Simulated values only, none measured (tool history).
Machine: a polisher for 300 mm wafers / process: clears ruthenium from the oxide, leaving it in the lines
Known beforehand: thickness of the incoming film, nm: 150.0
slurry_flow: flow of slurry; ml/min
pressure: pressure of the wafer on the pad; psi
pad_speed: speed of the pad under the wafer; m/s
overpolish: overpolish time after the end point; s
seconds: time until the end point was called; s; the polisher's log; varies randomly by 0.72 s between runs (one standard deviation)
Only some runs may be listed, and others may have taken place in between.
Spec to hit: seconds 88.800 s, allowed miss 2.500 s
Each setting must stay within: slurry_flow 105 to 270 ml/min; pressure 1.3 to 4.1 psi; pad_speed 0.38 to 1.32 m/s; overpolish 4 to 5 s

{"run": 1, "hour": 0.0, "slurry_flow": 175, "pressure": 2.7, "pad_speed": 0.84, "overpolish": 5, "seconds": 103.34}
{"run": 2, "hour": 7.4, "slurry_flow": 180, "pressure": 2.7, "pad_speed": 0.84, "overpolish": 5, "seconds": 103.34}
{"run": 3, "hour": 9.4, "slurry_flow": 180, "pressure": 2.4, "pad_speed": 0.84, "overpolish": 5, "seconds": 115.45}
{"run": 4, "hour": 11.6, "slurry_flow": 180, "pressure": 2.4, "pad_speed": 0.74, "overpolish": 5, "seconds": 130.73}
{"run": 5, "hour": 20.4, "slurry_flow": 210, "pressure": 2.4, "pad_speed": 0.74, "overpolish": 5, "seconds": 126.77}
{"run": 6, "hour": 22.9, "slurry_flow": 215, "pressure": 2.5, "pad_speed": 0.74, "overpolish": 5, "seconds": 123.31}
{"run": 7, "hour": 27.8, "slurry_flow": 215, "pressure": 2.6, "pad_speed": 0.74, "overpolish": 5, "seconds": 117.08}
{"run": 8, "hour": 33.2, "slurry_flow": 235, "pressure": 3.3, "pad_speed": 0.74, "overpolish": 5, "seconds": 92.087}

Of the 4 settings listed for the next run, only one would bring every result within its allowed miss of target. Which one?
{"run": "A", "hour": 38.6, "slurry_flow": 245, "pressure": 3.6, "pad_speed": 0.7, "overpolish": 4, "seconds": "?"}
{"run": "B", "hour": 38.6, "slurry_flow": 225, "pressure": 3.4, "pad_speed": 0.66, "overpolish": 4, "seconds": "?"}
{"run": "C", "hour": 38.6, "slurry_flow": 230, "pressure": 2.9, "pad_speed": 0.8, "overpolish": 4, "seconds": "?"}
{"run": "D", "hour": 38.6, "slurry_flow": 270, "pressure": 2.5, "pad_speed": 0.9, "overpolish": 5, "seconds": "?"}

move=A seconds=88.652
move=B seconds=100.220
move=C seconds=96.918
move=D seconds=98.055
A: every result within its allowed miss
B: lands further from the targets than the last run did
C: lands further from the targets than the last run did
D: lands further from the targets than the last run did
Move A is the one to make.
